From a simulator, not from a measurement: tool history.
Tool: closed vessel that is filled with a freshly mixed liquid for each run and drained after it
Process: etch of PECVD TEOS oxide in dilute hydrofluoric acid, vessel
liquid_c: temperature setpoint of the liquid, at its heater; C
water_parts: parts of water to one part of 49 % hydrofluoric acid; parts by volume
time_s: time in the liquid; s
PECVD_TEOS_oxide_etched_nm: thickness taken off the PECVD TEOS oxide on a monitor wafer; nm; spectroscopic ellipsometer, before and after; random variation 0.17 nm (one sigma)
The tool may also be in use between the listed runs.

run 1 hour=0 | liquid_c=22 water_parts=145 time_s=105 | PECVD_TEOS_oxide_etched_nm=10.354
run 2 hour=7.3 | liquid_c=22 water_parts=120 time_s=105 | PECVD_TEOS_oxide_etched_nm=12.967
run 3 hour=15.2 | liquid_c=24 water_parts=115 time_s=105 | PECVD_TEOS_oxide_etched_nm=14.638
run 4 hour=21.5 | liquid_c=25.5 water_parts=115 time_s=105 | PECVD_TEOS_oxide_etched_nm=15.801
run 5 hour=27.7 | liquid_c=26.5 water_parts=110 time_s=105 | PECVD_TEOS_oxide_etched_nm=16.832
run 6 hour=33.5 | liquid_c=26.5 water_parts=80 time_s=105 | PECVD_TEOS_oxide_etched_nm=24.377
run 7 hour=42.4 | liquid_c=25.5 water_parts=80 time_s=105 | PECVD_TEOS_oxide_etched_nm=23.618

Run 8 comes next. What will it give?
run 8 hour=46.8 | liquid_c=24.5 water_parts=80 time_s=105 | PECVD_TEOS_oxide_etched_nm=?

{"run 8": {"PECVD_TEOS_oxide_etched_nm": 22.46}}

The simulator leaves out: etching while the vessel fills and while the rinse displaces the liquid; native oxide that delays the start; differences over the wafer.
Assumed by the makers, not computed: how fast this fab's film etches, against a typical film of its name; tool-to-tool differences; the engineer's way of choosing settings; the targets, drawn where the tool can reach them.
